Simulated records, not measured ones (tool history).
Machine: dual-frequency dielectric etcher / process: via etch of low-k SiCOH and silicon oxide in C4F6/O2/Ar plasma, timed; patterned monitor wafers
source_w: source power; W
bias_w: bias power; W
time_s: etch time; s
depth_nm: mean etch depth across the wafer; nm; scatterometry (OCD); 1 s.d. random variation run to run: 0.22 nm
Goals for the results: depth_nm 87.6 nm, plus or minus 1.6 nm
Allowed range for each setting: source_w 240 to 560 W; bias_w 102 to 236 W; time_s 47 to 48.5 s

run	hour	source_w	bias_w	time_s	depth_nm
1	0	400	169	47	111.6
2	5.2	400	169	48.5	115.11
3	11	370	156	48.5	108.93
4	13.7	340	147	48.5	103.62
5	19.2	340	147	47	100.61
6	27.8	320	141	47	97.315
7	35.8	300	137	47	94.655
8	43.3	290	134	47	92.762

4 candidate next runs follow, results not yet known. Just one meets every target within its allowed miss. Identify it.
A	50.8	300	144	48.5	?
B	50.8	240	121	48.5	?
C	50.8	250	114	48	?
D	50.8	300	125	47	?

move	depth_nm
A	99.263
B	87.083
C	85.104
D	90.991
A: moves away from the targets compared with the last run
B: every result within its allowed miss
C: carries the result that was furthest off beyond its target, to the other side
D: better than the last run, though not everything is in spec
The right move is B.
